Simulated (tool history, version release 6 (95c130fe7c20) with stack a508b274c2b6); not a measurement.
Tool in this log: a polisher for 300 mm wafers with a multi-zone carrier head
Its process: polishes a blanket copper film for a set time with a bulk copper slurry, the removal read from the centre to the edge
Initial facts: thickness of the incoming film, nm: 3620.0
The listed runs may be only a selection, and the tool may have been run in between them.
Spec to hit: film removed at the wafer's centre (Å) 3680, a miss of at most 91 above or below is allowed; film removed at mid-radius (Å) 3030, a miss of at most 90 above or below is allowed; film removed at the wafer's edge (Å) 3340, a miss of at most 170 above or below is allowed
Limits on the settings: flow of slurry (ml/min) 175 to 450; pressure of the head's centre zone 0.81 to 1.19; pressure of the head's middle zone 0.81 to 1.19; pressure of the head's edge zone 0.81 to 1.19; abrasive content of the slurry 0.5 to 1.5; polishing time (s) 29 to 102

run,hour,flow of slurry (ml/min),pressure of the head's centre zone,pressure of the head's middle zone,pressure of the head's edge zone,abrasive content of the slurry,polishing time (s),film removed at the wafer's centre (Å),film removed at mid-radius (Å),film removed at the wafer's edge (Å)
1,0,290,1,1,1,1,65,2484.1,2720.8,2739.2
2,8.6,300,1.03,0.99,1.01,1.1,66,2674.2,2818,2904.9
3,12.6,300,1.03,0.99,1.01,1.2,66,2711.1,2860,2926.4
4,15.7,300,1.03,0.96,1.01,1.2,66,2714.8,2766.6,2946.9
5,20,310,1.06,0.95,1,1.25,66,2832.7,2766.5,2947.8
6,22.5,310,1.06,0.95,1,1.25,58,2471.5,2429,2556.7
7,29.3,320,1.08,0.95,1,1.3,60,2615.4,2542.3,2652.5
8,34,320,1.1,0.94,1,1.3,62,2761.9,2611.2,2724.8

Which of these 5 next moves meets every target?
A,38.7,270,0.9,0.81,1.17,1.2,64,?,?,?
B,38.7,290,0.83,1.19,1.04,1.5,62,?,?,?
C,38.7,395,1.19,0.88,0.99,1.1,77,?,?,?
D,38.7,295,1.18,0.9,0.95,1.45,83,?,?,?
E,38.7,360,1,1.19,0.86,1.25,58,?,?,?

move,film removed at the wafer's centre (Å),film removed at mid-radius (Å),film removed at the wafer's edge (Å)
A,2255.4,2351.1,3063.3
B,2115.3,3279.4,2908.7
C,3700.2,3088.3,3433.9
D,4024.3,3459.1,3724.8
E,2371.6,3033.7,2450.1
A: further off than the last run
B: further off than the last run
C: every result within its allowed miss
D: the result that was furthest off in the last run now lies on the other side of its target
E: further off than the last run
C is the move that brings every result within its allowed miss.

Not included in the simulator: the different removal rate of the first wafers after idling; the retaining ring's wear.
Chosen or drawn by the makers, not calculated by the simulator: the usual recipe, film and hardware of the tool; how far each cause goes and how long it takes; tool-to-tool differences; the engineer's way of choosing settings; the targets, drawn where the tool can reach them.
